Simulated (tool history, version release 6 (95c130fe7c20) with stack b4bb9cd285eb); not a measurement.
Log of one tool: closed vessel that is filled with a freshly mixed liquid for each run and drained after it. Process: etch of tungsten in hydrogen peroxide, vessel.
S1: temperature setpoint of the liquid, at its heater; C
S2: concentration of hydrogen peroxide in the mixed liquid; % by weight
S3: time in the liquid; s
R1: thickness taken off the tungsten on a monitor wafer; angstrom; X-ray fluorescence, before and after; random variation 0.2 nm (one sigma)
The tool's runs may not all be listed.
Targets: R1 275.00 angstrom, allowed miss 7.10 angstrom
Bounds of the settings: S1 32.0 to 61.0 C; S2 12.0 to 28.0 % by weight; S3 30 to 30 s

{"run": 1, "hour": 0.0, "S1": 45.0, "S2": 19.0, "S3": 30, "R1": 493.28}
{"run": 2, "hour": 1.3, "S1": 45.0, "S2": 20.5, "S3": 30, "R1": 516.58}
{"run": 3, "hour": 7.0, "S1": 43.5, "S2": 20.5, "S3": 30, "R1": 468.69}
{"run": 4, "hour": 13.3, "S1": 42.5, "S2": 20.5, "S3": 30, "R1": 436.68}
{"run": 5, "hour": 22.6, "S1": 45.0, "S2": 20.5, "S3": 30, "R1": 506.02}
{"run": 6, "hour": 24.9, "S1": 43.5, "S2": 20.5, "S3": 30, "R1": 469.11}
{"run": 7, "hour": 31.7, "S1": 42.5, "S2": 20.5, "S3": 30, "R1": 435.34}
{"run": 8, "hour": 35.0, "S1": 41.5, "S2": 20.5, "S3": 30, "R1": 408.54}
{"run": 9, "hour": 38.6, "S1": 40.5, "S2": 20.5, "S3": 30, "R1": 383.82}
{"run": 10, "hour": 41.9, "S1": 40.0, "S2": 20.5, "S3": 30, "R1": 375.53}
{"run": 11, "hour": 47.0, "S1": 40.0, "S2": 20.5, "S3": 30, "R1": 375.09}
{"hour": 50.3, "done": "peroxide flow meter replaced"}
{"run": 12, "hour": 50.3, "S1": 39.5, "S2": 20.5, "S3": 30, "R1": 369.11}
{"run": 13, "hour": 56.8, "S1": 39.5, "S2": 20.5, "S3": 30, "R1": 373.12}
{"run": 14, "hour": 63.8, "S1": 33.5, "S2": 20.5, "S3": 30, "R1": 249.74}

Which of these 5 next moves meets every target?
{"run": "A", "hour": 70.8, "S1": 35.5, "S2": 21.5, "S3": 30, "R1": "?"}
{"run": "B", "hour": 70.8, "S1": 35.5, "S2": 22.0, "S3": 30, "R1": "?"}
{"run": "C", "hour": 70.8, "S1": 34.5, "S2": 21.5, "S3": 30, "R1": "?"}
{"run": "D", "hour": 70.8, "S1": 36.0, "S2": 20.0, "S3": 30, "R1": "?"}
{"run": "E", "hour": 70.8, "S1": 33.0, "S2": 19.0, "S3": 30, "R1": "?"}

move=A R1=288.53
move=B R1=291.87
move=C R1=269.78
move=D R1=287.75
move=E R1=229.10
A: takes the result that was furthest off past its target
B: takes the result that was furthest off past its target
C: meets every target
D: takes the result that was furthest off past its target
E: further off than the last run
The right move is C.
